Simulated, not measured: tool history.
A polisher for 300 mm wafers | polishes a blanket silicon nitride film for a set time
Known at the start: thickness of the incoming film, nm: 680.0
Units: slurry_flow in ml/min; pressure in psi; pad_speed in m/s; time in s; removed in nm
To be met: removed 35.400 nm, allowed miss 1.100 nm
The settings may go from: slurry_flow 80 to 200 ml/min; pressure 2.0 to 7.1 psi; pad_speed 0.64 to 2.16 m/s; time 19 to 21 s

{"run": 1, "hour": 0.0, "slurry_flow": 130, "pressure": 4.5, "pad_speed": 1.4, "time": 21, "removed": 68.987}
{"run": 2, "hour": 5.7, "slurry_flow": 130, "pressure": 5.1, "pad_speed": 1.4, "time": 21, "removed": 78.272}
{"run": 3, "hour": 6.9, "slurry_flow": 130, "pressure": 5.1, "pad_speed": 1.4, "time": 21, "removed": 78.206}
{"run": 4, "hour": 10.9, "slurry_flow": 125, "pressure": 4.7, "pad_speed": 1.38, "time": 21, "removed": 69.302}
{"run": 5, "hour": 13.2, "slurry_flow": 125, "pressure": 5.6, "pad_speed": 1.38, "time": 21, "removed": 83.526}
{"run": 6, "hour": 18.9, "slurry_flow": 120, "pressure": 5.1, "pad_speed": 1.36, "time": 21, "removed": 74.93}
{"run": 7, "hour": 25.9, "slurry_flow": 120, "pressure": 4.7, "pad_speed": 1.34, "time": 21, "removed": 68.842}
{"run": 8, "hour": 29.6, "slurry_flow": 120, "pressure": 4.3, "pad_speed": 1.3, "time": 21, "removed": 61.357}
{"run": 9, "hour": 32.7, "slurry_flow": 120, "pressure": 4.3, "pad_speed": 1.3, "time": 21, "removed": 61.368}
{"run": 10, "hour": 39.4, "slurry_flow": 115, "pressure": 4.0, "pad_speed": 1.28, "time": 21, "removed": 55.727}
{"run": 11, "hour": 42.7, "slurry_flow": 110, "pressure": 3.7, "pad_speed": 1.28, "time": 21, "removed": 51.237}
{"run": 12, "hour": 51.5, "slurry_flow": 105, "pressure": 3.5, "pad_speed": 1.28, "time": 21, "removed": 48.433}
{"run": 13, "hour": 58.3, "slurry_flow": 100, "pressure": 3.3, "pad_speed": 1.28, "time": 21, "removed": 45.372}
{"run": 14, "hour": 64.6, "slurry_flow": 100, "pressure": 3.3, "pad_speed": 1.28, "time": 21, "removed": 44.248}
{"run": 15, "hour": 70.5, "slurry_flow": 100, "pressure": 3.2, "pad_speed": 1.28, "time": 21, "removed": 43.48}
{"run": 16, "hour": 76.4, "slurry_flow": 100, "pressure": 3.1, "pad_speed": 1.28, "time": 21, "removed": 42.65}
{"run": 17, "hour": 80.8, "slurry_flow": 100, "pressure": 3.0, "pad_speed": 1.28, "time": 21, "removed": 41.079}
{"run": 18, "hour": 89.5, "slurry_flow": 90, "pressure": 2.3, "pad_speed": 1.28, "time": 21, "removed": 30.863}

Which of these 4 next moves meets every target?
{"run": "A", "hour": 98.2, "slurry_flow": 110, "pressure": 2.2, "pad_speed": 1.34, "time": 21, "removed": "?"}
{"run": "B", "hour": 98.2, "slurry_flow": 135, "pressure": 2.3, "pad_speed": 1.34, "time": 19, "removed": "?"}
{"run": "C", "hour": 98.2, "slurry_flow": 100, "pressure": 2.6, "pad_speed": 1.22, "time": 20, "removed": "?"}
{"run": "D", "hour": 98.2, "slurry_flow": 105, "pressure": 2.3, "pad_speed": 1.44, "time": 21, "removed": "?"}

move=A removed=32.013
move=B removed=31.546
move=C removed=32.358
move=D removed=34.969
A: nearer than the last run, and not there yet
B: nearer than the last run, and not there yet
C: nearer than the last run, and not there yet
D: meets every target
Move D is the one to make.
